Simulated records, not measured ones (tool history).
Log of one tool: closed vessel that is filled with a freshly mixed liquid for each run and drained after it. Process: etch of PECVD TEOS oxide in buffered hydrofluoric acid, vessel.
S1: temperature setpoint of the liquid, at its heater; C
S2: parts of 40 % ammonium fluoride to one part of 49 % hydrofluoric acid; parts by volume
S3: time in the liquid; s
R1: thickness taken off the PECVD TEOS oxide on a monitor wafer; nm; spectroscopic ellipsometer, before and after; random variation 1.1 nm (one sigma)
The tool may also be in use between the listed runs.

{"run": 1, "hour": 0.0, "S1": 24.0, "S2": 9.0, "S3": 90, "R1": 255.33}
{"run": 2, "hour": 1.2, "S1": 24.0, "S2": 7.0, "S3": 90, "R1": 329.6}
{"run": 3, "hour": 7.0, "S1": 24.0, "S2": 7.0, "S3": 90, "R1": 331.99}
{"run": 4, "hour": 10.3, "S1": 22.0, "S2": 7.5, "S3": 90, "R1": 277.49}
{"run": 5, "hour": 11.6, "S1": 20.0, "S2": 7.5, "S3": 90, "R1": 249.87}
{"run": 6, "hour": 14.8, "S1": 20.0, "S2": 7.5, "S3": 100, "R1": 275.09}
{"run": 7, "hour": 18.3, "S1": 19.0, "S2": 8.0, "S3": 100, "R1": 242.71}

Run 8 is up next; what results do you expect?
{"run": 8, "hour": 25.4, "S1": 18.5, "S2": 8.5, "S3": 100, "R1": "?"}

R1: 221.38 nm
